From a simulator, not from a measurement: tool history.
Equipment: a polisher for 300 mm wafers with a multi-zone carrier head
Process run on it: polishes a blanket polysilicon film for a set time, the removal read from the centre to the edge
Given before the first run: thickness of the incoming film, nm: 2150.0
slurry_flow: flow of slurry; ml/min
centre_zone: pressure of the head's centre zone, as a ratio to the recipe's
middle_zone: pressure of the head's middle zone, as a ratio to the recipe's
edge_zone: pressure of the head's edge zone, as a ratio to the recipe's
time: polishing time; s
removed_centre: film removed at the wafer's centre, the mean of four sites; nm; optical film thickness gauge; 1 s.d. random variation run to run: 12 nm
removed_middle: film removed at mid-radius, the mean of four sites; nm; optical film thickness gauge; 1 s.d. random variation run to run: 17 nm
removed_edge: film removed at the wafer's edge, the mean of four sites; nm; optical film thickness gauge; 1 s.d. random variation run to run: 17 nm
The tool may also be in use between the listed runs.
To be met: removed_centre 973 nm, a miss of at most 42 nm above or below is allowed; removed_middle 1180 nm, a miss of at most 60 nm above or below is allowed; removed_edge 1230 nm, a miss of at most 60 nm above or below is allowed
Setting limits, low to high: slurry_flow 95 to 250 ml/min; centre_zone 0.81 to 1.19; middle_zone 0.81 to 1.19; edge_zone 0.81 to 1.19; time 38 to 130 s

| run | hour | slurry_flow | centre_zone | middle_zone | edge_zone | time | removed_centre | removed_middle | removed_edge |
|---|---|---|---|---|---|---|---|---|---|
| 1 | 0 | 160 | 1 | 1 | 1 | 84 | 760.5 | 757.07 | 764.27 |
| 2 | 4.7 | 160 | 0.95 | 1.02 | 1.05 | 95 | 798.29 | 888.3 | 860.77 |
| 3 | 9.2 | 160 | 0.92 | 0.99 | 1.09 | 105 | 884.91 | 965.51 | 1017.1 |
| 4 | 13.3 | 160 | 0.92 | 0.9 | 1.09 | 105 | 880.46 | 899.85 | 1006.7 |
| 5 | 18.2 | 160 | 0.98 | 0.9 | 1.09 | 105 | 935.8 | 915.32 | 990.09 |
| 6 | 27.1 | 170 | 0.94 | 0.94 | 1.12 | 109 | 954.56 | 978.91 | 1046.5 |
| 7 | 35.6 | 165 | 0.91 | 0.97 | 1.12 | 113 | 934.29 | 992.77 | 1091.3 |
| 8 | 44.3 | 165 | 0.91 | 0.97 | 1.12 | 113 | 933.98 | 1010.8 | 1101.6 |

Which one of the following 4 next-run settings gets every result inside its allowed miss? There is exactly one.
| A | 53 | 180 | 0.87 | 0.97 | 1.11 | 113 | ? | ? | ? |
| B | 53 | 175 | 0.86 | 1.01 | 1.15 | 122 | ? | ? | ? |
| C | 53 | 185 | 0.88 | 0.95 | 1.04 | 128 | ? | ? | ? |
| D | 53 | 165 | 0.93 | 1 | 1.1 | 126 | ? | ? | ? |

| move | removed_centre | removed_middle | removed_edge |
|---|---|---|---|
| A | 912.56 | 1042.6 | 1112.5 |
| B | 968.65 | 1150.4 | 1218.2 |
| C | 1051 | 1170.6 | 1224.3 |
| D | 1069.4 | 1167.3 | 1220.3 |
A: nearer the targets than the last run, but a result is still out of spec
B: each result inside its tolerance
C: the worst result of the last run now meets its target, but another is out of spec
D: the worst result of the last run now meets its target, but another is out of spec
Move B is the one to make.
